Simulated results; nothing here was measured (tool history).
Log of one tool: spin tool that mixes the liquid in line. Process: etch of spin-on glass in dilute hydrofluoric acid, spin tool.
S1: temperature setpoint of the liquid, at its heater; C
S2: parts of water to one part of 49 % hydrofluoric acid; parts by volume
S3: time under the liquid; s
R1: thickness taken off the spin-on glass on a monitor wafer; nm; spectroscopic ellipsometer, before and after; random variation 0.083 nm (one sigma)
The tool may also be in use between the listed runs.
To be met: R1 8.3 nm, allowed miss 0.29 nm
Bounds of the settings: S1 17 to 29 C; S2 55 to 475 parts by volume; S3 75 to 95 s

Run 1, hour 0: S1 21 C, S2 265 parts by volume, S3 95 s. Result: R1 11.936 nm.
Run 2, hour 2.7: S1 21 C, S2 265 parts by volume, S3 95 s. Result: R1 11.827 nm.
Run 3, hour 10.1: S1 20 C, S2 280 parts by volume, S3 95 s. Result: R1 10.513 nm.
Run 4, hour 19: S1 19 C, S2 290 parts by volume, S3 95 s. Result: R1 9.7081 nm.
Run 5, hour 22.7: S1 22.5 C, S2 290 parts by volume, S3 95 s. Result: R1 11.02 nm.
Run 6, hour 26.3: S1 25 C, S2 290 parts by volume, S3 95 s. Result: R1 12.196 nm.
Run 7, hour 28.2: S1 22.5 C, S2 300 parts by volume, S3 95 s. Result: R1 10.644 nm.
Run 8, hour 33.9: S1 21 C, S2 305 parts by volume, S3 95 s. Result: R1 9.9925 nm.
Run 9, hour 35.3: S1 20 C, S2 310 parts by volume, S3 95 s. Result: R1 9.5639 nm.
Run 10, hour 40.2: S1 20 C, S2 310 parts by volume, S3 95 s. Result: R1 9.2929 nm.
Run 11, hour 48.2: S1 19 C, S2 310 parts by volume, S3 95 s. Result: R1 8.9583 nm.
Run 12, hour 48.8: S1 18.5 C, S2 310 parts by volume, S3 95 s. Result: R1 8.8481 nm.
Run 13, hour 49.4: S1 18 C, S2 310 parts by volume, S3 95 s. Result: R1 8.5934 nm.

Which of these 5 next moves meets every target?
Run A, hour 50: S1 21 C, S2 305 parts by volume, S3 75 s. Result: R1 ?.
Run B, hour 50: S1 17 C, S2 255 parts by volume, S3 75 s. Result: R1 ?.
Run C, hour 50: S1 19.5 C, S2 310 parts by volume, S3 95 s. Result: R1 ?.
Run D, hour 50: S1 17 C, S2 305 parts by volume, S3 85 s. Result: R1 ?.
Run E, hour 50: S1 18.5 C, S2 300 parts by volume, S3 80 s. Result: R1 ?.

move      R1
   A  7.7806
   B  8.3786
   C  9.1424
   D  7.6089
   E  7.7345
A: takes the result that was furthest off past its target
B: meets every target
C: further off than the last run
D: takes the result that was furthest off past its target
E: takes the result that was furthest off past its target
Move B is the one to make.

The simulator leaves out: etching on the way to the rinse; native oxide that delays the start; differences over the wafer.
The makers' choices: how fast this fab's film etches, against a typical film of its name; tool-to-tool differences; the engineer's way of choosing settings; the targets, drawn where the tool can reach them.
